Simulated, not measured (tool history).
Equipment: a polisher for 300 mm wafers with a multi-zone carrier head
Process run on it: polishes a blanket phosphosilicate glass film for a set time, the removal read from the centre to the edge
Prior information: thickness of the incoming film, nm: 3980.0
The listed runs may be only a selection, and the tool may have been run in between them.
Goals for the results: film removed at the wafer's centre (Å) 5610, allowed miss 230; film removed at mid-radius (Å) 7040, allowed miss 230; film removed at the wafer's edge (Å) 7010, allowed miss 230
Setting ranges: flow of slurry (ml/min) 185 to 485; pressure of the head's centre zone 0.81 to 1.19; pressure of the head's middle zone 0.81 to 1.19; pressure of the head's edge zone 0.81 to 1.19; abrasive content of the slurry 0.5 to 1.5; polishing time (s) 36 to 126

run	hour	flow of slurry (ml/min)	pressure of the head's centre zone	pressure of the head's middle zone	pressure of the head's edge zone	abrasive content of the slurry	polishing time (s)	film removed at the wafer's centre (Å)	film removed at mid-radius (Å)	film removed at the wafer's edge (Å)
1	0	310	1	1	1	1	81	6087.7	6215.1	6215
2	2.5	245	1	1	1	1	81	6062.5	5952.3	5943.2
3	6.7	245	1	1	1	0.85	81	5531.9	5639.8	5596.1
4	13.6	245	1	1	0.93	0.85	81	5562.6	5579.4	5449.6
5	17.6	185	1	1	0.93	0.85	81	5233.2	5318.7	5283.9
6	23.3	235	0.95	1.01	1	0.9	81	5301.6	5700.4	5631.4
# hour 29: worn pad replaced by a new one
7	29	280	0.92	1.02	1.05	0.95	81	5790.9	6606	6543.5
8	32.3	295	0.9	1.02	1.05	0.95	81	5823.6	6589	6673
9	36.7	305	0.88	1.03	1.05	0.95	81	5770.2	6646.8	6644
10	43.6	315	0.86	1.04	1.06	0.95	81	5602.6	6745.6	6724.6
11	50.2	325	0.85	1.04	1.07	0.95	81	5571.1	6704.4	6850.6
12	52.8	330	0.85	1.05	1.07	0.95	81	5545.8	6779.4	6853.1

4 candidate next runs follow, results not yet known. Just one meets every target within its allowed miss. Identify it.
A	55.4	370	0.81	0.92	1.13	0.9	87	?	?	?
B	55.4	305	0.91	0.99	0.98	1.05	85	?	?	?
C	55.4	355	0.88	1.04	1.12	0.8	83	?	?	?
D	55.4	350	0.81	1	1	1.2	79	?	?	?

move	film removed at the wafer's centre (Å)	film removed at mid-radius (Å)	film removed at the wafer's edge (Å)
A	5655.6	6515.4	7314
B	6479.9	7002.9	6978.4
C	5567.8	6438.4	6586.7
D	5717	6992.1	6958.8
A: the biggest miss grows against the last run
B: corrects the largest miss of the last run, while another result sits out of spec
C: the biggest miss grows against the last run
D: every result lands within tolerance
D meets every target.
